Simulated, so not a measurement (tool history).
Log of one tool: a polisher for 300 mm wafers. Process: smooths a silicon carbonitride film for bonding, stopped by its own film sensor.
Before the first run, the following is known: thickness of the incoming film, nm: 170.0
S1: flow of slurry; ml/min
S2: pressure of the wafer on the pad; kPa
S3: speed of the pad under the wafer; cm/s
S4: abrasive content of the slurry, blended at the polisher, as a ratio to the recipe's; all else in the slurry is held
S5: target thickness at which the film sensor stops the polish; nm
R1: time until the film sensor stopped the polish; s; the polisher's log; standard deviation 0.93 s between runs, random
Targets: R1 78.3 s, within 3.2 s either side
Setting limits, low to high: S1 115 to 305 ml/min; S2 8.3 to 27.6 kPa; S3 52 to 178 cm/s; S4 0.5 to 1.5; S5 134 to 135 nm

run 1 hour=0 | S1=195 S2=17.9 S3=114 S4=1 S5=135 | R1=107.7
run 2 hour=3.1 | S1=195 S2=17.9 S3=114 S4=1 S5=134 | R1=114.99
run 3 hour=9.4 | S1=195 S2=19.3 S3=114 S4=1 S5=134 | R1=106.81
run 4 hour=15.2 | S1=195 S2=20.7 S3=114 S4=1 S5=134 | R1=100.61
run 5 hour=17.5 | S1=220 S2=20.7 S3=114 S4=1 S5=134 | R1=95.946
run 6 hour=19.9 | S1=220 S2=20.7 S3=114 S4=1.1 S5=134 | R1=95.826
run 7 hour=28.5 | S1=225 S2=21.4 S3=114 S4=1.1 S5=134 | R1=93.375
run 8 hour=36.1 | S1=225 S2=22.1 S3=114 S4=1.1 S5=134 | R1=89.255
run 9 hour=41.2 | S1=225 S2=22.8 S3=114 S4=1.1 S5=134 | R1=86.633
run 10 hour=48.8 | S1=230 S2=23.4 S3=114 S4=1.1 S5=134 | R1=84.202

Consider the 5 candidate settings below. Which is the only one whose results all fall within their allowed miss of target?
run A hour=56.4 | S1=195 S2=24.1 S3=138 S4=1.1 S5=135 | R1=?
run B hour=56.4 | S1=215 S2=21.4 S3=118 S4=1.15 S5=135 | R1=?
run C hour=56.4 | S1=230 S2=20.7 S3=146 S4=1.05 S5=135 | R1=?
run D hour=56.4 | S1=220 S2=24.8 S3=126 S4=1.1 S5=135 | R1=?
run E hour=56.4 | S1=235 S2=24.8 S3=122 S4=1.15 S5=135 | R1=?

move=A R1=71.569
move=B R1=87.187
move=C R1=79.46
move=D R1=72.846
move=E R1=72.946
A: the result that was furthest off in the last run now lies on the other side of its target
B: moves away from the targets compared with the last run
C: all results land within tolerance of their targets
D: the result that was furthest off in the last run now lies on the other side of its target
E: the result that was furthest off in the last run now lies on the other side of its target
The right move is C.

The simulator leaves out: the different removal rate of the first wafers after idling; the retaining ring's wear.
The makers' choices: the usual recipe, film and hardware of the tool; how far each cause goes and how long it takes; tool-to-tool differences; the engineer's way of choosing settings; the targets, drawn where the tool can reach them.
